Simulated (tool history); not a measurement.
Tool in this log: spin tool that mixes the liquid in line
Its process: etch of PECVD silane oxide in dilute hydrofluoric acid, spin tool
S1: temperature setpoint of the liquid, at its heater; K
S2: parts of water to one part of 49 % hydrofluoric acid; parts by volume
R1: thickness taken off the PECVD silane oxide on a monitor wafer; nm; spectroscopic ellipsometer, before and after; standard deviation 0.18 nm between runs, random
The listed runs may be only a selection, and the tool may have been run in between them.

{"run": 1, "day": 0.0, "S1": 298.15, "S2": 200, "time under the liquid (s)": 305, "R1": 23.548}
{"run": 2, "day": 0.133, "S1": 298.15, "S2": 200, "time under the liquid (s)": 325, "R1": 24.854}
{"run": 3, "day": 0.188, "S1": 297.15, "S2": 200, "time under the liquid (s)": 325, "R1": 24.32}
{"run": 4, "day": 0.217, "S1": 296.65, "S2": 200, "time under the liquid (s)": 325, "R1": 23.802}
{"run": 5, "day": 0.258, "S1": 296.65, "S2": 265, "time under the liquid (s)": 325, "R1": 16.76}
{"run": 6, "day": 0.608, "S1": 297.65, "S2": 265, "time under the liquid (s)": 325, "R1": 17.447}
{"run": 7, "day": 0.883, "S1": 298.15, "S2": 265, "time under the liquid (s)": 325, "R1": 17.653}

Estimate the outcome of run 8 from the log above:
{"run": 8, "day": 1.196, "S1": 298.65, "S2": 265, "time under the liquid (s)": 325, "R1": "?"}

{"run 8": {"R1": 18.085}}
